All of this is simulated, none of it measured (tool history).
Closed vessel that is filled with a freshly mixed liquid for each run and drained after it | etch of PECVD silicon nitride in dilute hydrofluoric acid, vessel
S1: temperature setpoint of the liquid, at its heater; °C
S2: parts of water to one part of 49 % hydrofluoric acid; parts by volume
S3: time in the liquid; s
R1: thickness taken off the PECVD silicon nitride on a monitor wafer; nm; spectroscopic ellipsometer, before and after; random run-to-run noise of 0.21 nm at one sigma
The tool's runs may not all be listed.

Run 1, day 0.000: S1 22.0 °C, S2 235 parts by volume, S3 850 s. Result: R1 8.1771 nm.
Run 2, day 0.221: S1 22.0 °C, S2 235 parts by volume, S3 850 s. Result: R1 8.1176 nm.
Run 3, day 0.262: S1 25.0 °C, S2 235 parts by volume, S3 850 s. Result: R1 10.1780 nm.
Run 4, day 0.475: S1 27.5 °C, S2 235 parts by volume, S3 850 s. Result: R1 11.7820 nm.
Run 5, day 0.683: S1 28.5 °C, S2 205 parts by volume, S3 850 s. Result: R1 14.0470 nm.
Run 6, day 0.871: S1 28.5 °C, S2 165 parts by volume, S3 850 s. Result: R1 17.6520 nm.

What does the tool deliver on the next run?
Run 7, day 1.154: S1 29.0 °C, S2 160 parts by volume, S3 850 s. Result: R1 ?.

Run 7 yielded R1 18.8690 nm.
